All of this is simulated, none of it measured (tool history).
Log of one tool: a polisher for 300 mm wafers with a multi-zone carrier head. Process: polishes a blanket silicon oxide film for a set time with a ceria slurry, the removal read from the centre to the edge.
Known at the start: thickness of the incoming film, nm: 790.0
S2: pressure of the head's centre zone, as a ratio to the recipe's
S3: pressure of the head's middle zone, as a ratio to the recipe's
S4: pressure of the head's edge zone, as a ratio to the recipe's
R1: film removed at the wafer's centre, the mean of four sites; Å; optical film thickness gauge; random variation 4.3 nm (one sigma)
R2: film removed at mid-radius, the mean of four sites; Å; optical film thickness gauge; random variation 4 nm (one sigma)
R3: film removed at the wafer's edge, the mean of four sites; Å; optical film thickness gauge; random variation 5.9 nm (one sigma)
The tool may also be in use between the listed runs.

Run 1, hour 0: flow of slurry (ml/min) 195, S2 1, S3 1, S4 1, polishing time (s) 50. Result: R1 3250 Å, R2 3135.1 Å, R3 3156.9 Å.
Run 2, hour 8.6: flow of slurry (ml/min) 170, S2 1, S3 1, S4 1, polishing time (s) 50. Result: R1 3140.9 Å, R2 3070.2 Å, R3 3119.1 Å.
Run 3, hour 10.2: flow of slurry (ml/min) 170, S2 1, S3 1, S4 0.95, polishing time (s) 50. Result: R1 3159.5 Å, R2 3038 Å, R3 3024.9 Å.
Run 4, hour 16.2: flow of slurry (ml/min) 170, S2 1, S3 1, S4 0.95, polishing time (s) 45. Result: R1 2843.3 Å, R2 2720 Å, R3 2714.7 Å.
Run 5, hour 24: flow of slurry (ml/min) 170, S2 1.08, S3 1, S4 0.95, polishing time (s) 45. Result: R1 3013.7 Å, R2 2799.8 Å, R3 2666.7 Å.
Run 6, hour 28.8: flow of slurry (ml/min) 190, S2 1.07, S3 0.99, S4 1.02, polishing time (s) 51. Result: R1 3412.2 Å, R2 3192.3 Å, R3 3184.3 Å.
Run 7, hour 31.8: flow of slurry (ml/min) 190, S2 1.07, S3 0.99, S4 1.02, polishing time (s) 51. Result: R1 3422.5 Å, R2 3181.9 Å, R3 3277.6 Å.

Forecast run 8:
Run 8, hour 34.1: flow of slurry (ml/min) 210, S2 1.1, S3 1, S4 1.07, polishing time (s) 54. Result: R1 ?, R2 ?, R3 ?.

{"run 8": {"R1": 3849.1, "R2": 3464.5, "R3": 3423.8}}

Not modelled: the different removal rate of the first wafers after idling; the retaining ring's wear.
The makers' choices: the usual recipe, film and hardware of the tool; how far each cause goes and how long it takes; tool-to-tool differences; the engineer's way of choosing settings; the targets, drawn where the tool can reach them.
